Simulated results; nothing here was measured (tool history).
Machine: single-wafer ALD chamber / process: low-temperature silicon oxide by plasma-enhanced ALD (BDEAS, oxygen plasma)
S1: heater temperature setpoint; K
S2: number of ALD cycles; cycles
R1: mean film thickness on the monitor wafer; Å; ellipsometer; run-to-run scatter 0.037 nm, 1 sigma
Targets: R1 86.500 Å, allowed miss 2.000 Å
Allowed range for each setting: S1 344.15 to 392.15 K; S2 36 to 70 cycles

{"run": 1, "hour": 0.0, "S1": 368.15, "S2": 53, "R1": 73.112}
{"run": 2, "hour": 7.3, "S1": 368.15, "S2": 48, "R1": 65.644}
{"run": 3, "hour": 11.9, "S1": 367.15, "S2": 49, "R1": 67.42}
{"run": 4, "hour": 13.3, "S1": 377.15, "S2": 49, "R1": 65.209}
{"run": 5, "hour": 21.0, "S1": 375.15, "S2": 50, "R1": 66.736}
{"run": 6, "hour": 23.4, "S1": 381.15, "S2": 50, "R1": 66.351}
{"run": 7, "hour": 30.6, "S1": 381.15, "S2": 50, "R1": 66.432}
{"run": 8, "hour": 38.5, "S1": 380.15, "S2": 52, "R1": 69.726}
{"run": 9, "hour": 42.1, "S1": 379.15, "S2": 53, "R1": 70.906}
{"run": 10, "hour": 43.9, "S1": 367.15, "S2": 61, "R1": 84.625}

Next run, 5 choices. One meets every target within its allowed miss, the rest don't. Which?
{"run": "A", "hour": 45.7, "S1": 374.15, "S2": 64, "R1": "?"}
{"run": "B", "hour": 45.7, "S1": 368.15, "S2": 60, "R1": "?"}
{"run": "C", "hour": 45.7, "S1": 365.15, "S2": 59, "R1": "?"}
{"run": "D", "hour": 45.7, "S1": 373.15, "S2": 67, "R1": "?"}
{"run": "E", "hour": 45.7, "S1": 364.15, "S2": 58, "R1": "?"}

move=A R1=85.773
move=B R1=82.136
move=C R1=81.747
move=D R1=89.979
move=E R1=80.682
A: each result inside its tolerance
B: lands further from the targets than the last run did
C: lands further from the targets than the last run did
D: takes the result that was furthest off past its target
E: lands further from the targets than the last run did
A meets every target.
